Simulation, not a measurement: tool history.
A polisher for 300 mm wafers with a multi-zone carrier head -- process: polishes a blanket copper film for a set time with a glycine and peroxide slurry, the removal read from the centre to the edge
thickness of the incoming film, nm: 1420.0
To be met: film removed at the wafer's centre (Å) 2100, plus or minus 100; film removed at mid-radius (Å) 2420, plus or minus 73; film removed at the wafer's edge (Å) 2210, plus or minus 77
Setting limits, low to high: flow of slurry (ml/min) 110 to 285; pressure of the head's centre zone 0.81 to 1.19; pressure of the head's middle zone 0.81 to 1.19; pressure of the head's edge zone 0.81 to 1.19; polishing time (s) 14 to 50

run	hour	flow of slurry (ml/min)	pressure of the head's centre zone	pressure of the head's middle zone	pressure of the head's edge zone	polishing time (s)	film removed at the wafer's centre (Å)	film removed at mid-radius (Å)	film removed at the wafer's edge (Å)
1	0	180	1	1	1	32	1524.9	1507.7	1573.6
2	3.9	190	1	1.04	1.02	34	1589.9	1655.4	1681.4
3	5.2	200	1.01	1.07	1.03	36	1729.5	1791.4	1780.7
4	8.1	200	1.01	1.07	0.99	36	1753.2	1821.3	1753.9
5	15.7	205	1.01	1.09	1	37	1791.2	1891.8	1822.9
6	18	210	1.01	1.11	1.01	38	1853	1918.5	1904.6
7	19.3	210	0.99	1.13	0.99	39	1888.6	2000	1883
8	21.3	215	0.97	1.14	0.99	40	1911.8	2095.8	1909.8
9	22.5	220	0.96	1.15	1.01	41	1969.7	2154.8	2016.6
10	27.3	225	0.95	1.16	1.01	42	2017.5	2220.7	2095.8
11	30.1	225	0.94	1.17	1.01	43	2003	2284.2	2133.6
12	32.5	230	0.94	1.17	1.01	43	1957.1	2282.6	2169.8
13	38.9	230	0.94	1.17	1	43	1970.5	2312.9	2150.3

5 next moves are on the table. One of them brings every result within its allowed miss. Which?
A	45.3	210	0.92	1.09	0.94	47	?	?	?
B	45.3	220	0.93	1.13	1.06	43	?	?	?
C	45.3	235	1	1.19	0.92	47	?	?	?
D	45.3	255	0.88	1.19	0.9	44	?	?	?
E	45.3	190	0.89	1.16	1.02	50	?	?	?

move	film removed at the wafer's centre (Å)	film removed at mid-radius (Å)	film removed at the wafer's edge (Å)
A	2102.9	2387.2	2271.5
B	1959.9	2240.1	2212.6
C	2328.4	2539.4	2273.6
D	1938	2403.1	2123.4
E	2126.5	2583.7	2482.2
A: every result lands within tolerance
B: lands further from the targets than the last run did
C: moves the result that the last run missed by most past its target, out the other side
D: corrects the largest miss of the last run, while another result sits out of spec
E: moves the result that the last run missed by most past its target, out the other side
So the answer is move A, the one that meets all the targets.
